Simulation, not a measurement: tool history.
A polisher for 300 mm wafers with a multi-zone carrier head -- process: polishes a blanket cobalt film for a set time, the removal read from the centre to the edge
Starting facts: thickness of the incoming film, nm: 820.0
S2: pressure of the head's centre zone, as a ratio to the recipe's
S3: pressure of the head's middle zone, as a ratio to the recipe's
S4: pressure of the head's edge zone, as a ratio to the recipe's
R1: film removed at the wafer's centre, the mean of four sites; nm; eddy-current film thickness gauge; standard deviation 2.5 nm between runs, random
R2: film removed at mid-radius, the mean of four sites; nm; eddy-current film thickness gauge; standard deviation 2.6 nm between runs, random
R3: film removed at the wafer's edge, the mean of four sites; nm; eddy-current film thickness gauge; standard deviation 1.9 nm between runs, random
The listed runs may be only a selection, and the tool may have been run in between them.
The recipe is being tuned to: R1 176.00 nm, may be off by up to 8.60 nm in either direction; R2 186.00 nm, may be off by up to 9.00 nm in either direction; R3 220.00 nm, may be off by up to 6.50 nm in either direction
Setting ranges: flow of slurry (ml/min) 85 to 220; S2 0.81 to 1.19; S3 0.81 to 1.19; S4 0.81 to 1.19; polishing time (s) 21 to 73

Run 1, hour 0.0: flow of slurry (ml/min) 140, S2 1.00, S3 1.00, S4 1.00, polishing time (s) 47. Result: R1 235.09 nm, R2 230.80 nm, R3 236.14 nm.
Run 2, hour 4.3: flow of slurry (ml/min) 130, S2 0.95, S3 0.96, S4 1.01, polishing time (s) 46. Result: R1 211.97 nm, R2 217.07 nm, R3 234.59 nm.
Run 3, hour 11.8: flow of slurry (ml/min) 120, S2 0.93, S3 0.93, S4 1.00, polishing time (s) 45. Result: R1 206.44 nm, R2 199.12 nm, R3 221.05 nm.
Run 4, hour 20.1: flow of slurry (ml/min) 120, S2 0.93, S3 0.93, S4 0.95, polishing time (s) 45. Result: R1 199.56 nm, R2 197.60 nm, R3 221.87 nm.
Run 5, hour 24.7: flow of slurry (ml/min) 115, S2 0.90, S3 0.92, S4 0.94, polishing time (s) 45. Result: R1 200.29 nm, R2 196.08 nm, R3 214.68 nm.
Run 6, hour 30.3: flow of slurry (ml/min) 115, S2 0.90, S3 1.00, S4 0.94, polishing time (s) 45. Result: R1 194.04 nm, R2 215.21 nm, R3 215.77 nm.
Run 7, hour 37.7: flow of slurry (ml/min) 115, S2 0.90, S3 1.00, S4 0.94, polishing time (s) 45. Result: R1 196.06 nm, R2 215.31 nm, R3 212.34 nm.
Run 8, hour 38.3: flow of slurry (ml/min) 85, S2 0.82, S3 0.90, S4 1.04, polishing time (s) 45. Result: R1 156.70 nm, R2 173.86 nm, R3 210.08 nm.
Run 9, hour 43.7: flow of slurry (ml/min) 95, S2 0.83, S3 0.90, S4 1.04, polishing time (s) 45. Result: R1 165.97 nm, R2 183.35 nm, R3 214.50 nm.

Which one of the following 4 next-run settings gets every result inside its allowed miss? There is exactly one.
Run A, hour 49.1: flow of slurry (ml/min) 120, S2 0.83, S3 0.87, S4 1.02, polishing time (s) 44. Result: R1 ?, R2 ?, R3 ?.
Run B, hour 49.1: flow of slurry (ml/min) 90, S2 0.81, S3 0.92, S4 1.02, polishing time (s) 45. Result: R1 ?, R2 ?, R3 ?.
Run C, hour 49.1: flow of slurry (ml/min) 115, S2 0.90, S3 0.97, S4 0.98, polishing time (s) 42. Result: R1 ?, R2 ?, R3 ?.
Run D, hour 49.1: flow of slurry (ml/min) 85, S2 0.81, S3 0.90, S4 0.96, polishing time (s) 47. Result: R1 ?, R2 ?, R3 ?.

move      R1      R2      R3
   A  175.12  185.20  220.61
   B  157.53  181.27  212.13
   C  179.14  191.27  204.64
   D  160.35  181.88  212.19
A: every result within its allowed miss
B: moves away from the targets compared with the last run
C: gets the furthest-off result to its target, but another result is out of tolerance
D: moves away from the targets compared with the last run
Correct choice: A, which meets every target

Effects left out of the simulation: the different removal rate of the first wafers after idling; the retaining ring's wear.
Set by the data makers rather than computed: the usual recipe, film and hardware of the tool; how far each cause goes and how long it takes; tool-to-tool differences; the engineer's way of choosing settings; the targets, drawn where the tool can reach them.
